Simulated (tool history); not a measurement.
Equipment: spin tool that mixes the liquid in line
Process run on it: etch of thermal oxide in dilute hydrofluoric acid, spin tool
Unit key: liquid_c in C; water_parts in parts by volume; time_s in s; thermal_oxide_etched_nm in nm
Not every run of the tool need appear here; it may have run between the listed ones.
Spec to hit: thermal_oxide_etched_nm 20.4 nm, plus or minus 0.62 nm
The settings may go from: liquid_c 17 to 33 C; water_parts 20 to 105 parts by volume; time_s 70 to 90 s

run    day  liquid_c  water_parts  time_s  thermal_oxide_etched_nm
  1      0        25           55      90                   10.108
  2  0.067      21.5           55      90                   8.8876
  3  0.296      21.5           55      90                    8.822
  4  0.525        20           55      90                    8.335
  5  0.846      21.5           55      90                    8.888
  6  1.112      24.5           50      90                   11.165
  7  1.442        27           45      90                   13.683
     1.604  -- hydrofluoric acid flow meter replaced
  8  1.604      28.5           40      90                   14.804
  9  1.779      29.5           35      90                   18.117

Next run, 4 choices. One meets every target within its allowed miss, the rest don't. Which?
  A  1.954        33           35      90                        ?
  B  1.954      30.5           30      90                        ?
  C  1.954      31.5           30      85                        ?
  D  1.954      27.5           40      90                        ?

move  thermal_oxide_etched_nm
   A                   20.789
   B                    22.16
   C                   21.777
   D                   14.511
A: each result inside its tolerance
B: the result that was furthest off in the last run now lies on the other side of its target
C: the result that was furthest off in the last run now lies on the other side of its target
D: lands further from the targets than the last run did
The move that meets every target is A.
